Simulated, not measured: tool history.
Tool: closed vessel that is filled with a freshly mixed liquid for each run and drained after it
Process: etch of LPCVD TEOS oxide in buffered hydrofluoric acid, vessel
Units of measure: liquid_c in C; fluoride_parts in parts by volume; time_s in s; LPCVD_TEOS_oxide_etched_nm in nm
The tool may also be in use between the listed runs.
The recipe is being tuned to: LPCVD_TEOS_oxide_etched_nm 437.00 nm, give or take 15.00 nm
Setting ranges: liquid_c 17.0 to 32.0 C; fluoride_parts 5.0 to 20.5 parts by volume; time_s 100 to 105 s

| run | day | liquid_c | fluoride_parts | time_s | LPCVD_TEOS_oxide_etched_nm |
|---|---|---|---|---|---|
| 1 | 0.000 | 24.0 | 12.5 | 100 | 236.19 |
| 2 | 0.325 | 24.0 | 12.5 | 100 | 240.71 |
| 3 | 0.625 | 25.0 | 12.0 | 100 | 263.08 |
| 4 | 0.750 | 25.0 | 12.0 | 105 | 273.06 |
| 5 | 0.904 | 25.0 | 14.0 | 105 | 234.62 |
| 6 | 1.029 | 26.0 | 13.5 | 105 | 258.50 |
| 7 | 1.192 | 26.5 | 13.0 | 105 | 274.64 |
| 8 | 1.488 | 27.0 | 12.5 | 105 | 293.17 |
| 9 | 1.871 | 27.5 | 12.0 | 105 | 317.77 |
| 10 | 2.129 | 27.5 | 12.0 | 105 | 308.15 |
| 11 | 2.504 | 31.5 | 10.0 | 105 | 462.14 |

Consider the 4 candidate settings below. Which is the only one whose results all fall within their allowed miss of target?
| A | 2.879 | 32.0 | 9.5 | 105 | ? |
| B | 2.879 | 29.0 | 9.5 | 100 | ? |
| C | 2.879 | 31.5 | 10.0 | 100 | ? |
| D | 2.879 | 31.0 | 11.0 | 105 | ? |

| move | LPCVD_TEOS_oxide_etched_nm |
|---|---|
| A | 487.99 |
| B | 397.32 |
| C | 438.51 |
| D | 408.93 |
A: further off than the last run
B: the result that was furthest off in the last run now lies on the other side of its target
C: meets every target
D: the result that was furthest off in the last run now lies on the other side of its target
Move C is the one to make.

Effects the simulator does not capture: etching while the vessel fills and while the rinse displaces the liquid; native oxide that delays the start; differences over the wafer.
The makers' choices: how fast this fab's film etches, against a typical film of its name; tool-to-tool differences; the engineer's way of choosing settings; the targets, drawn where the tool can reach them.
